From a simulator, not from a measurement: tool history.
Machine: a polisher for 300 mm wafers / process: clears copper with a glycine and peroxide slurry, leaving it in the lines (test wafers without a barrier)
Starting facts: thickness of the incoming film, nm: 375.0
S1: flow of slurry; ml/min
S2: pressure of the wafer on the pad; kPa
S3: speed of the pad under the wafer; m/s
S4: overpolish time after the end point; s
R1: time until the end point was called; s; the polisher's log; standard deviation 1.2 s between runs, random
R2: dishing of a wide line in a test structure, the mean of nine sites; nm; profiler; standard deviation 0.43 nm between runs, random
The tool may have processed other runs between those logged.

run,hour,S1,S2,S3,S4,R1,R2
1,0,235,18.6,0.94,9,59.089,33.129
2,9,235,18.6,1.06,9,53.73,35.579
3,12.8,185,18.6,1.06,9,56.279,34.521
4,17.9,205,18.6,1.06,9,57.02,34.364
5,26.2,200,18.6,1.06,9,57.363,35.03
6,33.9,240,18.6,1.06,9,55.075,35.85
7,38.6,235,17.9,1.06,9,55.588,34.949
8,39.8,235,14.5,0.98,13,72.482,39.203

Run 9 is up next; what results do you expect?
9,45.9,240,14.5,0.98,13,?,?

{"run 9": {"R1": 69.034, "R2": 39.171}}

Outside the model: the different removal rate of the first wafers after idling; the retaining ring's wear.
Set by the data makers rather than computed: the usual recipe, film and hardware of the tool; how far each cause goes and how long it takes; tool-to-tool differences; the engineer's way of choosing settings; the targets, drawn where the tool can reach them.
